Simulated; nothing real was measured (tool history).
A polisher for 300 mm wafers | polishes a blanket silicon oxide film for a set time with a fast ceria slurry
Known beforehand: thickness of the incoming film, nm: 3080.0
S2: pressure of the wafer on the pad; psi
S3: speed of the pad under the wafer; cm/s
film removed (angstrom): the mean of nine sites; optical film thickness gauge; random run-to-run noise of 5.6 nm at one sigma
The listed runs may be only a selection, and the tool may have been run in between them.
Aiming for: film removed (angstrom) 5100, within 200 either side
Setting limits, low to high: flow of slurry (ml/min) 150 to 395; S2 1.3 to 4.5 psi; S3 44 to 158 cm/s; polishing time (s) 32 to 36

{"run": 1, "hour": 0.0, "flow of slurry (ml/min)": 250, "S2": 2.9, "S3": 100, "polishing time (s)": 36, "film removed (angstrom)": 6101.2}
{"run": 2, "hour": 5.7, "flow of slurry (ml/min)": 250, "S2": 2.8, "S3": 100, "polishing time (s)": 36, "film removed (angstrom)": 6015.7}
{"run": 3, "hour": 12.4, "flow of slurry (ml/min)": 250, "S2": 2.7, "S3": 100, "polishing time (s)": 36, "film removed (angstrom)": 5819.4}
{"run": 4, "hour": 18.6, "flow of slurry (ml/min)": 250, "S2": 3.1, "S3": 100, "polishing time (s)": 36, "film removed (angstrom)": 6491.1}
{"run": 5, "hour": 23.8, "flow of slurry (ml/min)": 250, "S2": 3, "S3": 100, "polishing time (s)": 36, "film removed (angstrom)": 6506.4}
{"run": 6, "hour": 26.9, "flow of slurry (ml/min)": 250, "S2": 2.9, "S3": 100, "polishing time (s)": 36, "film removed (angstrom)": 6282.5}
{"run": 7, "hour": 32.7, "flow of slurry (ml/min)": 250, "S2": 2.8, "S3": 100, "polishing time (s)": 36, "film removed (angstrom)": 6106.3}
{"run": 8, "hour": 41.4, "flow of slurry (ml/min)": 250, "S2": 2.7, "S3": 100, "polishing time (s)": 36, "film removed (angstrom)": 5867.6}
{"run": 9, "hour": 48.7, "flow of slurry (ml/min)": 250, "S2": 2.6, "S3": 100, "polishing time (s)": 36, "film removed (angstrom)": 5594.8}

4 next moves are on the table. One of them brings every result within its allowed miss. Which?
{"run": "A", "hour": 56.0, "flow of slurry (ml/min)": 295, "S2": 2.7, "S3": 98, "polishing time (s)": 32, "film removed (angstrom)": "?"}
{"run": "B", "hour": 56.0, "flow of slurry (ml/min)": 225, "S2": 2.6, "S3": 110, "polishing time (s)": 36, "film removed (angstrom)": "?"}
{"run": "C", "hour": 56.0, "flow of slurry (ml/min)": 255, "S2": 3.1, "S3": 98, "polishing time (s)": 32, "film removed (angstrom)": "?"}
{"run": "D", "hour": 56.0, "flow of slurry (ml/min)": 275, "S2": 2.6, "S3": 114, "polishing time (s)": 32, "film removed (angstrom)": "?"}

move=A film_removed_(angstrom)=5258.8
move=B film_removed_(angstrom)=6029
move=C film_removed_(angstrom)=5880.4
move=D film_removed_(angstrom)=5637.6
A: in spec on every target
B: misses by more than the last run did
C: misses by more than the last run did
D: misses by more than the last run did
The right move is A.

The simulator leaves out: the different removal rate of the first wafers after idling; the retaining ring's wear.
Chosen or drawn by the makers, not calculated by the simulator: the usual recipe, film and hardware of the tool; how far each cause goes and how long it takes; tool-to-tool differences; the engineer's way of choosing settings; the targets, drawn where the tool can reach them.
